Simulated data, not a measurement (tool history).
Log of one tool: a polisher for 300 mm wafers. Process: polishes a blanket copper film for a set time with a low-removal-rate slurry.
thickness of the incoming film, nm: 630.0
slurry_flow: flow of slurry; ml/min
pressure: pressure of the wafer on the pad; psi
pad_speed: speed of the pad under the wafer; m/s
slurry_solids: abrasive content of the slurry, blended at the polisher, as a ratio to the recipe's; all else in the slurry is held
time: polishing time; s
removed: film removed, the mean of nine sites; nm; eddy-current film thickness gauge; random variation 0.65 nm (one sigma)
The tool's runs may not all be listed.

Run 1, hour 0: slurry_flow 190 ml/min, pressure 1.7 psi, pad_speed 0.98 m/s, slurry_solids 1, time 61 s. Result: removed 92.004 nm.
Run 2, hour 7: slurry_flow 190 ml/min, pressure 1.5 psi, pad_speed 0.98 m/s, slurry_solids 1, time 61 s. Result: removed 82.299 nm.
Run 3, hour 9: slurry_flow 190 ml/min, pressure 1.5 psi, pad_speed 1.2 m/s, slurry_solids 1, time 61 s. Result: removed 100.27 nm.
Run 4, hour 11.8: slurry_flow 190 ml/min, pressure 1.3 psi, pad_speed 1.18 m/s, slurry_solids 1, time 61 s. Result: removed 88.326 nm.
Run 5, hour 14.9: slurry_flow 190 ml/min, pressure 1.3 psi, pad_speed 1.18 m/s, slurry_solids 1, time 64 s. Result: removed 93.71 nm.
Run 6, hour 21.8: slurry_flow 190 ml/min, pressure 1.1 psi, pad_speed 1.14 m/s, slurry_solids 1, time 64 s. Result: removed 80.432 nm.
Run 7, hour 25.7: slurry_flow 190 ml/min, pressure 1 psi, pad_speed 1.12 m/s, slurry_solids 1, time 64 s. Result: removed 77.226 nm.

Forecast run 8:
Run 8, hour 32.2: slurry_flow 190 ml/min, pressure 0.9 psi, pad_speed 1.08 m/s, slurry_solids 1, time 64 s. Result: removed ?.

{"run 8": {"removed": 67.963}}
